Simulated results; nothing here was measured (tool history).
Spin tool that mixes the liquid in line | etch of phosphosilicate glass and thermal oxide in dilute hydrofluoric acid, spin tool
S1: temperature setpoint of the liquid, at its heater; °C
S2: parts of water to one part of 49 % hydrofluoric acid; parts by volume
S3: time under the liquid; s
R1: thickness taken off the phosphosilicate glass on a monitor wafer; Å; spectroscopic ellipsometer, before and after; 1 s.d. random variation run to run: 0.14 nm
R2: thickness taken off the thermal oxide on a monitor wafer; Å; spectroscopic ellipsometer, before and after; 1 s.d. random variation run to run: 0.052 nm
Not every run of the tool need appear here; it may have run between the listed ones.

| run | day | S1 | S2 | S3 | R1 | R2 |
|---|---|---|---|---|---|---|
| 1 | 0.000 | 23.0 | 235 | 30 | 94.811 | 4.5058 |
| 2 | 0.304 | 25.0 | 225 | 30 | 106.730 | 5.3533 |
| 3 | 0.333 | 26.5 | 225 | 30 | 112.230 | 5.6379 |
| 4 | 0.654 | 27.5 | 215 | 30 | 122.640 | 5.9758 |
| 5 | 0.904 | 27.5 | 150 | 30 | 193.310 | 10.3880 |
| 6 | 1.000 | 25.5 | 150 | 30 | 178.480 | 9.4971 |
| 7 | 1.117 | 24.5 | 150 | 30 | 165.630 | 8.1040 |
| 8 | 1.346 | 24.0 | 150 | 30 | 165.480 | 8.5477 |
| 9 | 1.700 | 23.5 | 150 | 30 | 162.800 | 7.7741 |

The next listed run, before its measurement:
| 10 | 2.004 | 23.5 | 150 | 30 | ? | ? |

{"run 10": {"R1": 164.44, "R2": 6.8187}}

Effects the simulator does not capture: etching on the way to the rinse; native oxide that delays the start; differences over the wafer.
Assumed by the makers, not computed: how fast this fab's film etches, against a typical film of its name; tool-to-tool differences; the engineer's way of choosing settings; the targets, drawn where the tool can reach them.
